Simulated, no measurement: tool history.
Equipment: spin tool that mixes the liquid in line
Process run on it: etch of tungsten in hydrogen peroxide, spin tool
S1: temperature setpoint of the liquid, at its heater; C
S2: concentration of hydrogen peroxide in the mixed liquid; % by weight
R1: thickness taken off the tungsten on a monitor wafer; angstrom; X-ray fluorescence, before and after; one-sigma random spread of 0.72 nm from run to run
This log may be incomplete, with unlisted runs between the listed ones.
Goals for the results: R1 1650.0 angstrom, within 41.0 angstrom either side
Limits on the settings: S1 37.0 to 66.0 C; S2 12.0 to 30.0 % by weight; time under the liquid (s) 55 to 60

Run 1, hour 0.0: S1 53.0 C, S2 22.5 % by weight, time under the liquid (s) 55. Result: R1 1091.6 angstrom.
Run 2, hour 1.7: S1 54.0 C, S2 22.5 % by weight, time under the liquid (s) 55. Result: R1 1151.7 angstrom.
Run 3, hour 7.7: S1 54.0 C, S2 22.5 % by weight, time under the liquid (s) 60. Result: R1 1256.4 angstrom.
Run 4, hour 13.6: S1 54.5 C, S2 22.5 % by weight, time under the liquid (s) 60. Result: R1 1302.1 angstrom.
Run 5, hour 17.8: S1 54.5 C, S2 18.5 % by weight, time under the liquid (s) 60. Result: R1 1178.8 angstrom.
Run 6, hour 23.0: S1 55.5 C, S2 18.5 % by weight, time under the liquid (s) 60. Result: R1 1245.6 angstrom.
Run 7, hour 27.5: S1 56.5 C, S2 18.5 % by weight, time under the liquid (s) 60. Result: R1 1318.8 angstrom.
Run 8, hour 28.8: S1 57.0 C, S2 18.5 % by weight, time under the liquid (s) 60. Result: R1 1348.6 angstrom.
Run 9, hour 33.9: S1 57.5 C, S2 18.5 % by weight, time under the liquid (s) 60. Result: R1 1396.5 angstrom.
Run 10, hour 35.5: S1 58.0 C, S2 18.5 % by weight, time under the liquid (s) 60. Result: R1 1446.2 angstrom.
Run 11, hour 43.5: S1 58.5 C, S2 18.5 % by weight, time under the liquid (s) 60. Result: R1 1488.3 angstrom.
Run 12, hour 46.7: S1 59.0 C, S2 18.5 % by weight, time under the liquid (s) 60. Result: R1 1532.4 angstrom.

Exercise: of the 5 proposed moves below, exactly one satisfies all targets within the stated allowed misses. Which move is it?
Run A, hour 49.9: S1 61.0 C, S2 16.0 % by weight, time under the liquid (s) 55. Result: R1 ?.
Run B, hour 49.9: S1 59.0 C, S2 20.5 % by weight, time under the liquid (s) 55. Result: R1 ?.
Run C, hour 49.9: S1 61.0 C, S2 20.0 % by weight, time under the liquid (s) 55. Result: R1 ?.
Run D, hour 49.9: S1 58.5 C, S2 17.5 % by weight, time under the liquid (s) 60. Result: R1 ?.
Run E, hour 49.9: S1 61.0 C, S2 19.0 % by weight, time under the liquid (s) 60. Result: R1 ?.

move      R1
   A  1467.0
   B  1480.1
   C  1640.2
   D  1449.3
   E  1744.0
A: its largest miss is bigger than the last run's
B: its largest miss is bigger than the last run's
C: in spec on every target
D: its largest miss is bigger than the last run's
E: takes the biggest miss from the last run beyond its target
C meets every target.
